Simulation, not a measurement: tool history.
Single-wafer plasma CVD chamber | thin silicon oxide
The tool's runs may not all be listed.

| run | hour | heater temperature setpoint (°C) | chamber pressure (mTorr) | RF power (W) | deposition time (s) | mean film thickness on the monitor wafer (nm) |
|---|---|---|---|---|---|---|
| 1 | 0.0 | 385 | 628 | 290 | 7.14 | 9.8951 |
| 2 | 1.5 | 385 | 628 | 290 | 7.14 | 9.8520 |
| 3 | 2.1 | 385 | 580 | 290 | 7.14 | 9.3299 |
| 4 | 7.5 | 385 | 539 | 275 | 7.14 | 8.5000 |
| 5 | 10.6 | 385 | 506 | 270 | 7.14 | 7.9395 |
| 6 | 14.3 | 385 | 506 | 270 | 7.14 | 7.9215 |

Forecast run 7:
| 7 | 21.0 | 385 | 380 | 265 | 7.14 | ? |

mean film thickness on the monitor wafer (nm): 6.0683
